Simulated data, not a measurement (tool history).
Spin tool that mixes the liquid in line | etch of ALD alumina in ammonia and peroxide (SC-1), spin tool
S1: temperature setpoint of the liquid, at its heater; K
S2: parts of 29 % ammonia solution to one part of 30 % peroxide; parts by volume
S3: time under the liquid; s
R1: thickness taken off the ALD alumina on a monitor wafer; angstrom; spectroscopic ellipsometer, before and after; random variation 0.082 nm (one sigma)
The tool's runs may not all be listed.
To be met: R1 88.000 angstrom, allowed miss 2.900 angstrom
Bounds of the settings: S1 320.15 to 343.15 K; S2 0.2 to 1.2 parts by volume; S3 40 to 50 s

run 1 day=0.000 | S1=336.15 S2=0.8 S3=50 | R1=76.244
run 2 day=0.146 | S1=336.65 S2=0.8 S3=50 | R1=77.294
run 3 day=0.325 | S1=336.65 S2=0.6 S3=50 | R1=75.593
run 4 day=0.608 | S1=337.15 S2=0.6 S3=50 | R1=76.351
run 5 day=0.833 | S1=337.65 S2=0.6 S3=50 | R1=80.667
run 6 day=1.025 | S1=330.65 S2=0.6 S3=50 | R1=55.861
run 7 day=1.379 | S1=332.65 S2=0.6 S3=50 | R1=62.210
run 8 day=1.438 | S1=334.15 S2=0.6 S3=50 | R1=66.316
run 9 day=1.546 | S1=335.65 S2=0.6 S3=50 | R1=72.990
run 10 day=1.625 | S1=336.65 S2=0.6 S3=50 | R1=75.063
run 11 day=1.854 | S1=337.65 S2=0.6 S3=50 | R1=80.259
run 12 day=2.179 | S1=338.15 S2=0.6 S3=50 | R1=81.689

4 next moves are on the table. One of them brings every result within its allowed miss. Which?
run A day=2.504 | S1=342.15 S2=0.4 S3=50 | R1=?
run B day=2.504 | S1=341.15 S2=0.3 S3=50 | R1=?
run C day=2.504 | S1=335.65 S2=0.5 S3=50 | R1=?
run D day=2.504 | S1=341.15 S2=0.6 S3=50 | R1=?

move=A R1=96.226
move=B R1=89.213
move=C R1=71.282
move=D R1=95.245
A: takes the result that was furthest off past its target
B: meets every target
C: further off than the last run
D: takes the result that was furthest off past its target
The right move is B.
